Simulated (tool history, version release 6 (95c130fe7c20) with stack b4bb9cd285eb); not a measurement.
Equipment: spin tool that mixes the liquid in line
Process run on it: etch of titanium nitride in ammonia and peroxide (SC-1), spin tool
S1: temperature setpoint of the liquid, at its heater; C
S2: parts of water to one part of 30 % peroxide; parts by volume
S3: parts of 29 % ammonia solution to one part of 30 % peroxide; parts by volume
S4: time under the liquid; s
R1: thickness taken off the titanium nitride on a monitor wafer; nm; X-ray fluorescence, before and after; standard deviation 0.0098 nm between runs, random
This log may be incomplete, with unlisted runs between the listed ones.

{"run": 1, "hour": 0.0, "S1": 51.0, "S2": 11, "S3": 0.55, "S4": 95, "R1": 3.9201}
{"run": 2, "hour": 1.8, "S1": 50.5, "S2": 11, "S3": 0.55, "S4": 95, "R1": 3.7983}
{"run": 3, "hour": 2.9, "S1": 50.0, "S2": 11, "S3": 0.55, "S4": 95, "R1": 3.6765}
{"run": 4, "hour": 7.8, "S1": 54.0, "S2": 11, "S3": 0.55, "S4": 95, "R1": 4.8244}
{"run": 5, "hour": 11.9, "S1": 53.0, "S2": 11, "S3": 0.55, "S4": 95, "R1": 4.5063}
{"run": 6, "hour": 17.1, "S1": 53.0, "S2": 15, "S3": 0.55, "S4": 95, "R1": 3.8114}
{"run": 7, "hour": 24.6, "S1": 52.5, "S2": 15, "S3": 0.55, "S4": 95, "R1": 3.663}
{"run": 8, "hour": 28.3, "S1": 52.0, "S2": 15, "S3": 0.55, "S4": 95, "R1": 3.5544}

Expected results for the next run?
{"run": 9, "hour": 32.3, "S1": 47.5, "S2": 15, "S3": 0.55, "S4": 95, "R1": "?"}

{"run 9": {"R1": 2.6089}}
